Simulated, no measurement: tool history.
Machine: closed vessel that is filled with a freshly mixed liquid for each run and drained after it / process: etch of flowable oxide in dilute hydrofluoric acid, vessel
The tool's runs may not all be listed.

run	hour	temperature setpoint of the liquid (C)	parts of water to one part of 49 % hydrofluoric acid (parts by volume)	time in the liquid (s)	thickness taken off the flowable oxide on a monitor wafer (nm)
1	0	21	265	75	7.0094
2	6.2	21	300	75	6.0059
3	14.4	20.5	310	75	5.6623
4	17.1	20.5	340	75	5.0531
5	19	20.5	340	35	2.336
6	22.7	22	340	35	2.4788

Run 7 comes next. What will it give?
# hour 29.7: hydrofluoric acid flow meter replaced
7	29.7	21	340	35	?

thickness taken off the flowable oxide on a monitor wafer (nm): 2.2287
